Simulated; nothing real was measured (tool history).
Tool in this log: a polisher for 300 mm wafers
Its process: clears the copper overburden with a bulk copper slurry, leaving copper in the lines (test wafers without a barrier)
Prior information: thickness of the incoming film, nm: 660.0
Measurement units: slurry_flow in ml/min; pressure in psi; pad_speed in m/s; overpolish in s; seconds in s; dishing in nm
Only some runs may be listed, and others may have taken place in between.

{"run": 1, "hour": 0.0, "slurry_flow": 160, "pressure": 2.6, "pad_speed": 0.9, "slurry_solids": 1.0, "overpolish": 26, "seconds": 103.82, "dishing": 88.578}
{"run": 2, "hour": 4.1, "slurry_flow": 160, "pressure": 2.6, "pad_speed": 0.9, "slurry_solids": 1.0, "overpolish": 36, "seconds": 104.4, "dishing": 108.08}
{"run": 3, "hour": 10.6, "slurry_flow": 160, "pressure": 2.6, "pad_speed": 0.9, "slurry_solids": 1.0, "overpolish": 42, "seconds": 105.61, "dishing": 117.36}
{"run": 4, "hour": 11.3, "slurry_flow": 160, "pressure": 3.1, "pad_speed": 0.9, "slurry_solids": 1.0, "overpolish": 42, "seconds": 90.013, "dishing": 129.25}
{"run": 5, "hour": 19.0, "slurry_flow": 160, "pressure": 3.5, "pad_speed": 0.9, "slurry_solids": 1.0, "overpolish": 42, "seconds": 78.123, "dishing": 139.22}
{"run": 6, "hour": 24.1, "slurry_flow": 160, "pressure": 3.2, "pad_speed": 0.9, "slurry_solids": 1.0, "overpolish": 40, "seconds": 86.693, "dishing": 127.13}
{"run": 7, "hour": 32.8, "slurry_flow": 160, "pressure": 3.0, "pad_speed": 0.9, "slurry_solids": 1.0, "overpolish": 38, "seconds": 91.207, "dishing": 119.74}
{"run": 8, "hour": 34.0, "slurry_flow": 160, "pressure": 2.8, "pad_speed": 0.9, "slurry_solids": 1.0, "overpolish": 37, "seconds": 97.182, "dishing": 115.65}
{"run": 9, "hour": 37.0, "slurry_flow": 160, "pressure": 2.6, "pad_speed": 0.9, "slurry_solids": 1.0, "overpolish": 36, "seconds": 105.76, "dishing": 109.57}
{"hour": 45.2, "done": "worn pad replaced by a new one"}
{"run": 10, "hour": 45.2, "slurry_flow": 160, "pressure": 2.5, "pad_speed": 0.9, "slurry_solids": 1.0, "overpolish": 35, "seconds": 100.31, "dishing": 107.71}

Run 11 has not been measured yet. What should we expect?
{"run": 11, "hour": 50.3, "slurry_flow": 155, "pressure": 2.3, "pad_speed": 0.9, "slurry_solids": 1.0, "overpolish": 34, "seconds": "?", "dishing": "?"}

Logged for run 11: seconds 108.260 s, dishing 100.310 nm.
